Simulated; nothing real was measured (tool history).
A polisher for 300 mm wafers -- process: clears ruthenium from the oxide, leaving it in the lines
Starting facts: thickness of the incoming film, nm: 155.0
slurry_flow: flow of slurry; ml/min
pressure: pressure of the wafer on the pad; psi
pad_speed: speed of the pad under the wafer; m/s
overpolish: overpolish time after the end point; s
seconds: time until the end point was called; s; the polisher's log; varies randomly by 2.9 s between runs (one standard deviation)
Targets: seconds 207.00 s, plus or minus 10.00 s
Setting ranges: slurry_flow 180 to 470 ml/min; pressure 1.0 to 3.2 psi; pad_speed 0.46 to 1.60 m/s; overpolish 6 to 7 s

| run | hour | slurry_flow | pressure | pad_speed | overpolish | seconds |
|---|---|---|---|---|---|---|
| 1 | 0.0 | 300 | 2.1 | 1.02 | 7 | 119.96 |
| 2 | 1.0 | 300 | 2.1 | 1.02 | 7 | 124.84 |
| 3 | 8.0 | 300 | 1.9 | 1.02 | 7 | 135.08 |
| 4 | 13.5 | 300 | 1.9 | 0.84 | 7 | 165.96 |
| 5 | 15.5 | 300 | 1.9 | 0.84 | 7 | 166.60 |
| 6 | 22.7 | 300 | 1.8 | 0.84 | 7 | 172.91 |
| 7 | 26.3 | 300 | 1.7 | 0.84 | 7 | 183.37 |
| 8 | 32.3 | 300 | 1.6 | 0.84 | 7 | 196.20 |

Next run, 4 choices. One meets every target within its allowed miss, the rest don't. Which?
| A | 38.3 | 345 | 1.3 | 0.94 | 6 | ? |
| B | 38.3 | 310 | 1.8 | 0.80 | 6 | ? |
| C | 38.3 | 260 | 2.1 | 0.66 | 7 | ? |
| D | 38.3 | 315 | 2.0 | 0.68 | 6 | ? |

| move | seconds |
|---|---|
| A | 207.37 |
| B | 178.88 |
| C | 188.35 |
| D | 188.54 |
A: in spec on every target
B: moves away from the targets compared with the last run
C: moves away from the targets compared with the last run
D: moves away from the targets compared with the last run
So the answer is move A, the one that meets all the targets.
